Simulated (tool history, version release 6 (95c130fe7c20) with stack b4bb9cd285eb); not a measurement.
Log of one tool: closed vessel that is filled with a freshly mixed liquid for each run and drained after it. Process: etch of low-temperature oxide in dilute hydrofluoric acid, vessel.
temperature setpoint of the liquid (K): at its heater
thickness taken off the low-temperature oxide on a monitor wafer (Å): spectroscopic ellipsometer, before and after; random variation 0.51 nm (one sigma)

run	day	temperature setpoint of the liquid (K)	parts of water to one part of 49 % hydrofluoric acid (parts by volume)	time in the liquid (s)	thickness taken off the low-temperature oxide on a monitor wafer (Å)
1	0.000	294.15	180	515	593.13
2	0.238	295.65	180	515	627.43
3	0.596	296.65	180	515	652.95
4	0.662	296.65	245	515	447.12
5	0.704	297.65	235	515	490.26
6	0.762	298.65	225	515	530.91
7	0.854	299.15	215	515	573.61
8	0.946	299.65	205	515	621.92
9	1.196	300.15	200	515	646.73
10	1.421	300.65	195	515	698.06
11	1.600	301.15	195	515	702.73

Run 12 comes next. What will it give?
12	1.817	301.15	195	515	?

Run 12 gave thickness taken off the low-temperature oxide on a monitor wafer (Å) 702.51.
